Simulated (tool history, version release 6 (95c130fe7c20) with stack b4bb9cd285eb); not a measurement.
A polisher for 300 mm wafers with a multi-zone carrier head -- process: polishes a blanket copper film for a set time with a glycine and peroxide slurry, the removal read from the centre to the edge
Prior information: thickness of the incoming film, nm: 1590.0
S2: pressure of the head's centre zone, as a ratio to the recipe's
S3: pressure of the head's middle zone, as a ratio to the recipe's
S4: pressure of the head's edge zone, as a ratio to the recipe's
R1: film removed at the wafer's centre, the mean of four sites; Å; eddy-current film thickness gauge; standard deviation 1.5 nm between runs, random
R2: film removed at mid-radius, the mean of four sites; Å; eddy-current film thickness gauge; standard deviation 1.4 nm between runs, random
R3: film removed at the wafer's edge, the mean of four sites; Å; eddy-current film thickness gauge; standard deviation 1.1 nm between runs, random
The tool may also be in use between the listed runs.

{"run": 1, "hour": 0.0, "flow of slurry (ml/min)": 235, "S2": 1, "S3": 1, "S4": 1, "polishing time (s)": 39, "R1": 1604.4, "R2": 1642.8, "R3": 1628.5}
{"run": 2, "hour": 0.9, "flow of slurry (ml/min)": 235, "S2": 1.05, "S3": 1, "S4": 1, "polishing time (s)": 39, "R1": 1663.8, "R2": 1623, "R3": 1665.2}
{"run": 3, "hour": 6.1, "flow of slurry (ml/min)": 235, "S2": 1.05, "S3": 1, "S4": 1, "polishing time (s)": 35, "R1": 1490.5, "R2": 1443.7, "R3": 1480.4}
{"run": 4, "hour": 7.1, "flow of slurry (ml/min)": 230, "S2": 1.03, "S3": 0.97, "S4": 0.98, "polishing time (s)": 34, "R1": 1423.8, "R2": 1394.9, "R3": 1416.3}
{"run": 5, "hour": 11.0, "flow of slurry (ml/min)": 230, "S2": 1.03, "S3": 0.97, "S4": 0.98, "polishing time (s)": 43, "R1": 1833.6, "R2": 1731.2, "R3": 1790.9}
{"run": 6, "hour": 17.5, "flow of slurry (ml/min)": 220, "S2": 1, "S3": 0.94, "S4": 0.96, "polishing time (s)": 41, "R1": 1666.6, "R2": 1637.4, "R3": 1712.6}
{"run": 7, "hour": 18.9, "flow of slurry (ml/min)": 225, "S2": 1, "S3": 0.93, "S4": 0.95, "polishing time (s)": 38, "R1": 1582.7, "R2": 1514.2, "R3": 1575.8}
{"run": 8, "hour": 26.5, "flow of slurry (ml/min)": 225, "S2": 1, "S3": 0.93, "S4": 0.95, "polishing time (s)": 38, "R1": 1570.8, "R2": 1451.2, "R3": 1573.7}
{"run": 9, "hour": 29.2, "flow of slurry (ml/min)": 225, "S2": 0.99, "S3": 0.94, "S4": 0.93, "polishing time (s)": 36, "R1": 1446, "R2": 1425.2, "R3": 1473.6}
{"run": 10, "hour": 33.8, "flow of slurry (ml/min)": 225, "S2": 0.99, "S3": 0.93, "S4": 0.92, "polishing time (s)": 35, "R1": 1401, "R2": 1348.2, "R3": 1420.9}
{"run": 11, "hour": 41.8, "flow of slurry (ml/min)": 225, "S2": 0.99, "S3": 0.93, "S4": 0.9, "polishing time (s)": 34, "R1": 1354.2, "R2": 1317.3, "R3": 1361.9}

What will run 12 give?
{"run": 12, "hour": 47.4, "flow of slurry (ml/min)": 220, "S2": 0.98, "S3": 0.92, "S4": 0.88, "polishing time (s)": 34, "R1": "?", "R2": "?", "R3": "?"}

{"run 12": {"R1": 1339.7, "R2": 1304.1, "R3": 1346.8}}

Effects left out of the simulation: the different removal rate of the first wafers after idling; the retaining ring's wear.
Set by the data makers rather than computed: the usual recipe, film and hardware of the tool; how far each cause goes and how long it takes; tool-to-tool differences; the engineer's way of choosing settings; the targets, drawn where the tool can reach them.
